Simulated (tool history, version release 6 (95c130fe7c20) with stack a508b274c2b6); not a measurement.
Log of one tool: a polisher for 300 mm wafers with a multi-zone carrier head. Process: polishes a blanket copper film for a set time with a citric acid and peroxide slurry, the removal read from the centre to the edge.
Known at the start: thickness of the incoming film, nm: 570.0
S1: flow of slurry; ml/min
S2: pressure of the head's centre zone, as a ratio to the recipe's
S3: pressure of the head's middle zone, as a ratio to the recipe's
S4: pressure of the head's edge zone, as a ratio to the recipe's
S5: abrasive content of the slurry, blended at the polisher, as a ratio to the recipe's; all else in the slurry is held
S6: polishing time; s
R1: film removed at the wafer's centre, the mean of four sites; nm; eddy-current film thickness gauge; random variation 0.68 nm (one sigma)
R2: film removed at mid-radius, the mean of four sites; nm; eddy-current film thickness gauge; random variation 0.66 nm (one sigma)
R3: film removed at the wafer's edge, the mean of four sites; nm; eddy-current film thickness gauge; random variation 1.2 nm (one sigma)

run  hour   S1    S2    S3    S4    S5  S6      R1       R2       R3
  1   0.0  250  1.00  1.00  1.00  1.00  79  128.51  133.100  133.790
  2   0.7  255  1.03  0.98  0.95  0.85  72  116.42  116.990  111.730
  3   8.3  245  1.04  0.93  0.92  0.75  70  111.11  106.000  106.480
  4  10.6  245  1.04  0.93  0.92  0.75  78  123.44  116.830  118.340
  5  13.5  215  1.04  0.93  0.92  0.75  78  122.05  117.210  117.890
  6  19.3  230  1.06  0.92  0.90  0.70  72  112.65  106.840  104.980
  7  23.4  240  1.08  0.90  0.88  0.65  69  109.21   99.558   97.766
  8  31.8  245  1.09  0.89  0.87  0.60  67  106.82   94.305   95.190

Forecast run 9:
  9  40.4  240  1.10  0.89  0.85  0.55  66   ?   ?   ?

R1: 103.19 nm
R2: 92.628 nm
R3: 92.227 nm
